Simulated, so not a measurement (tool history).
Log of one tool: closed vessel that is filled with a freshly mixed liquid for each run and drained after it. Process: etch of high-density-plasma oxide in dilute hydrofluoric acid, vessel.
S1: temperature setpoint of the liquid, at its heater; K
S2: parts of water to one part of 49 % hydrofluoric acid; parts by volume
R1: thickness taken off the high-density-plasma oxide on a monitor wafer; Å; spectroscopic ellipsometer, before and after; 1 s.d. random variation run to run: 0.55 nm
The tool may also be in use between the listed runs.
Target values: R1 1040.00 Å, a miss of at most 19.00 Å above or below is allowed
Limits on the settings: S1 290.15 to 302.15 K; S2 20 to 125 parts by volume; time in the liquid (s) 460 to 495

{"run": 1, "day": 0.0, "S1": 294.15, "S2": 70, "time in the liquid (s)": 460, "R1": 362.03}
{"run": 2, "day": 0.329, "S1": 294.15, "S2": 70, "time in the liquid (s)": 460, "R1": 364.52}
{"run": 3, "day": 0.612, "S1": 295.65, "S2": 60, "time in the liquid (s)": 460, "R1": 450.72}
{"run": 4, "day": 0.654, "S1": 295.65, "S2": 60, "time in the liquid (s)": 460, "R1": 452.7}
{"run": 5, "day": 0.871, "S1": 295.65, "S2": 35, "time in the liquid (s)": 460, "R1": 805.46}
{"run": 6, "day": 1.204, "S1": 295.65, "S2": 35, "time in the liquid (s)": 460, "R1": 805.25}
{"run": 7, "day": 1.438, "S1": 296.65, "S2": 35, "time in the liquid (s)": 460, "R1": 832.72}
{"run": 8, "day": 1.662, "S1": 297.65, "S2": 35, "time in the liquid (s)": 460, "R1": 872.57}
{"run": 9, "day": 1.754, "S1": 298.65, "S2": 35, "time in the liquid (s)": 460, "R1": 906.02}
{"run": 10, "day": 2.021, "S1": 299.15, "S2": 35, "time in the liquid (s)": 460, "R1": 929.49}
{"day": 2.204, "done": "hydrofluoric acid flow meter replaced"}
{"run": 11, "day": 2.204, "S1": 302.15, "S2": 35, "time in the liquid (s)": 460, "R1": 934.98}
{"run": 12, "day": 2.292, "S1": 302.15, "S2": 30, "time in the liquid (s)": 460, "R1": 1105.3}
{"run": 13, "day": 2.554, "S1": 301.65, "S2": 30, "time in the liquid (s)": 460, "R1": 1076.9}

Of the 4 settings listed for the next run, only one would bring every result within its allowed miss of target. Which one?
{"run": "A", "day": 2.817, "S1": 302.15, "S2": 30, "time in the liquid (s)": 460, "R1": "?"}
{"run": "B", "day": 2.817, "S1": 300.65, "S2": 30, "time in the liquid (s)": 460, "R1": "?"}
{"run": "C", "day": 2.817, "S1": 300.15, "S2": 30, "time in the liquid (s)": 495, "R1": "?"}
{"run": "D", "day": 2.817, "S1": 299.65, "S2": 30, "time in the liquid (s)": 495, "R1": "?"}

move=A R1=1111.70
move=B R1=1046.10
move=C R1=1103.00
move=D R1=1080.60
A: misses by more than the last run did
B: all results in spec
C: misses by more than the last run did
D: misses by more than the last run did
Correct choice: B, which meets every target
